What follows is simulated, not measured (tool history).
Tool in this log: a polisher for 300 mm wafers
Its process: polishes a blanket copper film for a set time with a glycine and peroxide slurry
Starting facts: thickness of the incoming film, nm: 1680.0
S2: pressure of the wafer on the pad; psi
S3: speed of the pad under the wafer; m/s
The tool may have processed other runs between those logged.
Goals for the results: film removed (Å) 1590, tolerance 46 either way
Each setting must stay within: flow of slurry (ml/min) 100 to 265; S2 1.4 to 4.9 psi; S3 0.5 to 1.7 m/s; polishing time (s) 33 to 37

{"run": 1, "hour": 0.0, "flow of slurry (ml/min)": 170, "S2": 3.1, "S3": 1.1, "polishing time (s)": 37, "film removed (Å)": 2371.3}
{"run": 2, "hour": 3.9, "flow of slurry (ml/min)": 165, "S2": 2.7, "S3": 1.1, "polishing time (s)": 37, "film removed (Å)": 2094.7}
{"run": 3, "hour": 6.5, "flow of slurry (ml/min)": 165, "S2": 2.7, "S3": 1.38, "polishing time (s)": 37, "film removed (Å)": 2544.5}
{"run": 4, "hour": 8.0, "flow of slurry (ml/min)": 165, "S2": 2.7, "S3": 1.38, "polishing time (s)": 37, "film removed (Å)": 2545}
{"run": 5, "hour": 16.5, "flow of slurry (ml/min)": 160, "S2": 2.3, "S3": 1.34, "polishing time (s)": 37, "film removed (Å)": 2138.6}
{"run": 6, "hour": 25.3, "flow of slurry (ml/min)": 150, "S2": 2.1, "S3": 1.34, "polishing time (s)": 37, "film removed (Å)": 1988.2}
{"run": 7, "hour": 30.4, "flow of slurry (ml/min)": 140, "S2": 1.9, "S3": 1.34, "polishing time (s)": 37, "film removed (Å)": 1769.1}
{"run": 8, "hour": 35.0, "flow of slurry (ml/min)": 130, "S2": 1.9, "S3": 1.34, "polishing time (s)": 37, "film removed (Å)": 1779.9}
{"run": 9, "hour": 37.3, "flow of slurry (ml/min)": 125, "S2": 1.8, "S3": 1.34, "polishing time (s)": 37, "film removed (Å)": 1663.1}
{"run": 10, "hour": 43.6, "flow of slurry (ml/min)": 120, "S2": 1.8, "S3": 1.34, "polishing time (s)": 37, "film removed (Å)": 1680.4}
{"run": 11, "hour": 50.2, "flow of slurry (ml/min)": 115, "S2": 1.8, "S3": 1.34, "polishing time (s)": 37, "film removed (Å)": 1675.1}
{"run": 12, "hour": 57.6, "flow of slurry (ml/min)": 110, "S2": 1.6, "S3": 1.34, "polishing time (s)": 37, "film removed (Å)": 1524.6}
{"run": 13, "hour": 58.8, "flow of slurry (ml/min)": 115, "S2": 1.6, "S3": 1.34, "polishing time (s)": 37, "film removed (Å)": 1523.6}
{"run": 14, "hour": 62.2, "flow of slurry (ml/min)": 120, "S2": 1.6, "S3": 1.34, "polishing time (s)": 37, "film removed (Å)": 1522.2}
{"run": 15, "hour": 65.5, "flow of slurry (ml/min)": 125, "S2": 1.6, "S3": 1.34, "polishing time (s)": 37, "film removed (Å)": 1526.4}

Consider the 5 candidate settings below. Which is the only one whose results all fall within their allowed miss of target?
{"run": "A", "hour": 68.8, "flow of slurry (ml/min)": 160, "S2": 1.4, "S3": 1.52, "polishing time (s)": 34, "film removed (Å)": "?"}
{"run": "B", "hour": 68.8, "flow of slurry (ml/min)": 120, "S2": 1.7, "S3": 1.46, "polishing time (s)": 34, "film removed (Å)": "?"}
{"run": "C", "hour": 68.8, "flow of slurry (ml/min)": 165, "S2": 1.5, "S3": 1.4, "polishing time (s)": 34, "film removed (Å)": "?"}
{"run": "D", "hour": 68.8, "flow of slurry (ml/min)": 145, "S2": 1.4, "S3": 1.38, "polishing time (s)": 37, "film removed (Å)": "?"}
{"run": "E", "hour": 68.8, "flow of slurry (ml/min)": 140, "S2": 1.9, "S3": 1.18, "polishing time (s)": 33, "film removed (Å)": "?"}

move=A film_removed_(Å)=1470.1
move=B film_removed_(Å)=1589.7
move=C film_removed_(Å)=1461.2
move=D film_removed_(Å)=1463.6
move=E film_removed_(Å)=1458
A: the biggest miss grows against the last run
B: every result within its allowed miss
C: the biggest miss grows against the last run
D: the biggest miss grows against the last run
E: the biggest miss grows against the last run
B is the move that brings every result within its allowed miss.

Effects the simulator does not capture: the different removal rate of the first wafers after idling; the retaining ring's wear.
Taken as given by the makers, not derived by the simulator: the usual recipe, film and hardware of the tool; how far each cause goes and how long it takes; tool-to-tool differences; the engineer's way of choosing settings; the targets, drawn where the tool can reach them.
